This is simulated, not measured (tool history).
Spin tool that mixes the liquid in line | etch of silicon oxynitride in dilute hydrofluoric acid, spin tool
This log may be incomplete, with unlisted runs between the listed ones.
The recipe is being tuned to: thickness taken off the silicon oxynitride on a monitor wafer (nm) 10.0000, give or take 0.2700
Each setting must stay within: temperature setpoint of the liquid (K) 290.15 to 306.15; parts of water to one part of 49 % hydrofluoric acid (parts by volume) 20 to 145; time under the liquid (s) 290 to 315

run    day  temperature setpoint of the liquid (K)  parts of water to one part of 49 % hydrofluoric acid (parts by volume)  time under the liquid (s)  thickness taken off the silicon oxynitride on a monitor wafer (nm)
  1  0.000                                  298.15                                                                      80                        290                                                              5.2620
  2  0.192                                  299.65                                                                      75                        290                                                              6.1493
  3  0.362                                  297.65                                                                      75                        290                                                              5.6006
  4  0.571                                  299.15                                                                      70                        290                                                              6.5138
  5  0.825                                  299.15                                                                      70                        315                                                              7.0627
  6  0.850                                  297.15                                                                      70                        315                                                              6.3654
  7  0.946                                  298.65                                                                      70                        315                                                              6.7226
  8  1.221                                  300.15                                                                      70                        315                                                              7.3197
  9  1.550                                  301.15                                                                      70                        315                                                              7.7574

4 next moves are on the table. One of them brings every result within its allowed miss. Which?
  A  1.879                                  299.65                                                                      55                        315                                                                   ?
  B  1.879                                  305.65                                                                      65                        305                                                                   ?
  C  1.879                                  297.65                                                                      50                        315                                                                   ?
  D  1.879                                  302.15                                                                      65                        315                                                                   ?

move  thickness taken off the silicon oxynitride on a monitor wafer (nm)
   A                                                              9.1582
   B                                                              9.8101
   C                                                              9.1894
   D                                                              8.6328
A: better than the last run, though not everything is in spec
B: hits every target within its allowed miss
C: better than the last run, though not everything is in spec
D: better than the last run, though not everything is in spec
The right move is B.
